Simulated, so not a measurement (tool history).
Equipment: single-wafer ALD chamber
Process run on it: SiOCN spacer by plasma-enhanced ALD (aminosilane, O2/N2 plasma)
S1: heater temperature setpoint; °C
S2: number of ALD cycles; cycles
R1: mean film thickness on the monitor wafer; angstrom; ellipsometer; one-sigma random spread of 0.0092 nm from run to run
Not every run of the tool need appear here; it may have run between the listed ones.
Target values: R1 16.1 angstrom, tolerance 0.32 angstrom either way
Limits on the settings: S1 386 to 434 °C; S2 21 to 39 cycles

| run | hour | S1 | S2 | R1 |
|---|---|---|---|---|
| 1 | 0 | 410 | 30 | 18.359 |
| 2 | 3.3 | 414 | 30 | 18.432 |
| 3 | 6.4 | 418 | 30 | 18.084 |
| 4 | 11.6 | 419 | 29 | 17.451 |
| 5 | 18.3 | 419 | 28 | 16.878 |
| 6 | 24.2 | 419 | 30 | 17.951 |
| 7 | 29.5 | 419 | 30 | 17.83 |
| 8 | 31.3 | 419 | 30 | 17.917 |
| 9 | 36 | 421 | 29 | 17.231 |
| 10 | 37.8 | 423 | 29 | 17.042 |
| 11 | 41.7 | 425 | 29 | 17.068 |
| 12 | 48.5 | 426 | 29 | 16.976 |
| 13 | 53.1 | 427 | 29 | 16.948 |
| 14 | 56.8 | 427 | 29 | 16.992 |
| 15 | 60.8 | 427 | 29 | 16.787 |

Exercise: of the 5 proposed moves below, exactly one satisfies all targets within the stated allowed misses. Which move is it?
| A | 64.8 | 429 | 29 | ? |
| B | 64.8 | 429 | 28 | ? |
| C | 64.8 | 428 | 30 | ? |
| D | 64.8 | 424 | 29 | ? |
| E | 64.8 | 417 | 28 | ? |

| move | R1 |
|---|---|
| A | 16.729 |
| B | 16.152 |
| C | 17.371 |
| D | 17.041 |
| E | 16.874 |
A: closer than the last run, but not yet in spec
B: in spec on every target
C: misses by more than the last run did
D: misses by more than the last run did
E: misses by more than the last run did
B is the move that brings every result within its allowed miss.
